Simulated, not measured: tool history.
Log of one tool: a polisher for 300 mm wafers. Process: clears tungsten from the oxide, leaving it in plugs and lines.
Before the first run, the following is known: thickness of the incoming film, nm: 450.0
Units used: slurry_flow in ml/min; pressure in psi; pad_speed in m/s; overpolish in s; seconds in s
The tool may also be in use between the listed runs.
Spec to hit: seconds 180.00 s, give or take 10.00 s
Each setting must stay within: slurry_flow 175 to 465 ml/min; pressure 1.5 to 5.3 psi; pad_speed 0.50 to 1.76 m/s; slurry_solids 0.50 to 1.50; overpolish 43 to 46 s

run	hour	slurry_flow	pressure	pad_speed	slurry_solids	overpolish	seconds
1	0.0	295	3.4	1.12	1.00	43	102.98
2	1.0	295	2.9	1.10	1.00	43	118.88
3	9.5	240	2.9	1.10	1.00	43	117.22
4	12.4	240	2.9	0.86	1.00	43	154.21
5	13.7	240	2.9	0.86	1.00	43	152.37
6	18.9	240	2.7	0.86	1.00	43	158.00
7	19.6	240	2.6	0.86	1.00	43	162.72
8	24.2	240	2.5	0.86	1.00	43	169.46

Pick the move, out of 5, that brings all results within their allowed miss; only one does.
A	28.8	225	2.4	0.98	1.05	45	?
B	28.8	220	2.9	0.86	1.00	43	?
C	28.8	245	2.7	0.94	0.95	46	?
D	28.8	175	3.3	0.68	0.80	43	?
E	28.8	230	2.6	1.04	0.65	46	?

move	seconds
A	157.72
B	155.80
C	152.82
D	186.51
E	159.31
A: lands further from the targets than the last run did
B: lands further from the targets than the last run did
C: lands further from the targets than the last run did
D: hits every target within its allowed miss
E: lands further from the targets than the last run did
D is the move that brings every result within its allowed miss.
